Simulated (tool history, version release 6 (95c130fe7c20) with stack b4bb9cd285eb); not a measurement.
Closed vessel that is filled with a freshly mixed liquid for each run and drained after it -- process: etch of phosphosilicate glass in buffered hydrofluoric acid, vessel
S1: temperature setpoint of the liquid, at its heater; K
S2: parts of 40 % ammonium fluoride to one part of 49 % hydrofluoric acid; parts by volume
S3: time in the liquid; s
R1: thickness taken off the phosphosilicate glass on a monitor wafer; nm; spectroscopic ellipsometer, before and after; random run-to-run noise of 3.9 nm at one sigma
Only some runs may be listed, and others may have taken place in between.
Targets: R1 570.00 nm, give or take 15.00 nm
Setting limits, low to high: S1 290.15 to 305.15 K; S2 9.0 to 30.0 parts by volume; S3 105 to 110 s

run,hour,S1,S2,S3,R1
1,0.0,298.15,24.0,105,457.82
2,7.0,298.15,30.0,105,391.54
3,14.8,298.15,30.0,110,411.58
4,21.4,298.15,30.0,110,406.93
5,25.5,300.15,30.0,110,450.16
6,28.2,301.65,30.0,110,496.58
7,34.0,302.65,30.0,110,512.99
8,42.0,303.15,30.0,110,533.82

Below are 4 possible settings for the next run. Only one of them brings all results inside the allowed miss of their targets. Which is it?
A,50.0,303.65,28.5,110,?
B,50.0,305.15,28.5,110,?
C,50.0,305.15,30.0,110,?
D,50.0,305.15,29.5,110,?

move,R1
A,563.66
B,610.14
C,589.33
D,596.06
A: each result inside its tolerance
B: moves the result that the last run missed by most past its target, out the other side
C: moves the result that the last run missed by most past its target, out the other side
D: moves the result that the last run missed by most past its target, out the other side
Go with A: it meets all targets.
